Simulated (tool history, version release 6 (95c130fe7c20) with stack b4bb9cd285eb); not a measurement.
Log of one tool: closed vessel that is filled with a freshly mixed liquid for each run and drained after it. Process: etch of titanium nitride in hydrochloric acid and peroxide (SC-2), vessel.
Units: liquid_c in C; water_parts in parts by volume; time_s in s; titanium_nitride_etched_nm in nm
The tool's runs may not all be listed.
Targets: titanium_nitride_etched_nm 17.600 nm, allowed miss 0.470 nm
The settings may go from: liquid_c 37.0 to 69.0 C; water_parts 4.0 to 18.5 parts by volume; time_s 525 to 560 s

run	hour	liquid_c	water_parts	time_s	titanium_nitride_etched_nm
1	0.0	53.0	10.5	525	25.565
2	6.5	53.0	10.5	560	27.087
3	15.2	53.0	10.5	560	27.377
4	17.1	51.5	10.5	560	24.663
5	18.1	51.5	10.5	560	24.561
6	19.8	50.5	10.5	560	23.048
7	27.3	50.5	10.5	560	23.096
8	36.3	49.5	10.5	560	21.661
9	43.2	49.0	10.5	560	20.783

4 next moves are on the table. One of them brings every result within its allowed miss. Which?
A	50.1	47.0	9.5	525	?
B	50.1	39.5	5.5	525	?
C	50.1	46.0	9.5	530	?
D	50.1	43.0	6.5	525	?

move	titanium_nitride_etched_nm
A	18.554
B	16.885
C	17.497
D	19.064
A: nearer than the last run, and not there yet
B: takes the result that was furthest off past its target
C: meets every target
D: nearer than the last run, and not there yet
The right move is C.
